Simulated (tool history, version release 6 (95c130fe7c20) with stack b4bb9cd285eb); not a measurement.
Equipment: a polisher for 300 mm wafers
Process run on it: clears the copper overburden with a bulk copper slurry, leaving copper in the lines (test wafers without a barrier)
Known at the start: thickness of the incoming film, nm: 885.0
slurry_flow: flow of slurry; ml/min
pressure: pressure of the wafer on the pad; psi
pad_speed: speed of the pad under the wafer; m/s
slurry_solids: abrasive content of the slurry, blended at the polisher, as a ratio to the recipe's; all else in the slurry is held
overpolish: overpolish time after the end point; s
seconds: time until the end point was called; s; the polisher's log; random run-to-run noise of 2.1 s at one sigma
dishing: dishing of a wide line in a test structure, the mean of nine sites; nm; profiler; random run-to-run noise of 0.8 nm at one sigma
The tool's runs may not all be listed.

Run 1, day 0: slurry_flow 205 ml/min, pressure 2.5 psi, pad_speed 0.86 m/s, slurry_solids 1, overpolish 11 s. Result: seconds 134.2 s, dishing 49.213 nm.
Run 2, day 0.042: slurry_flow 170 ml/min, pressure 2.5 psi, pad_speed 0.86 m/s, slurry_solids 1, overpolish 11 s. Result: seconds 139.02 s, dishing 46.751 nm.
Run 3, day 0.221: slurry_flow 170 ml/min, pressure 2 psi, pad_speed 0.86 m/s, slurry_solids 1, overpolish 11 s. Result: seconds 170.01 s, dishing 40.157 nm.
Run 4, day 0.592: slurry_flow 170 ml/min, pressure 2 psi, pad_speed 1 m/s, slurry_solids 1, overpolish 11 s. Result: seconds 152.07 s, dishing 42.806 nm.
Run 5, day 0.667: slurry_flow 170 ml/min, pressure 2 psi, pad_speed 1 m/s, slurry_solids 0.9, overpolish 11 s. Result: seconds 151.72 s, dishing 43.116 nm.
Run 6, day 0.854: slurry_flow 170 ml/min, pressure 2 psi, pad_speed 1 m/s, slurry_solids 0.9, overpolish 8 s. Result: seconds 156.04 s, dishing 32.966 nm.
Run 7, day 1.079: slurry_flow 165 ml/min, pressure 1.3 psi, pad_speed 0.98 m/s, slurry_solids 0.9, overpolish 14 s. Result: seconds 234.15 s, dishing 36.519 nm.

What does the tool deliver on the next run?
Run 8, day 1.271: slurry_flow 170 ml/min, pressure 1.4 psi, pad_speed 0.98 m/s, slurry_solids 0.9, overpolish 15 s. Result: seconds ?, dishing ?.

seconds: 215.22 s
dishing: 40.785 nm
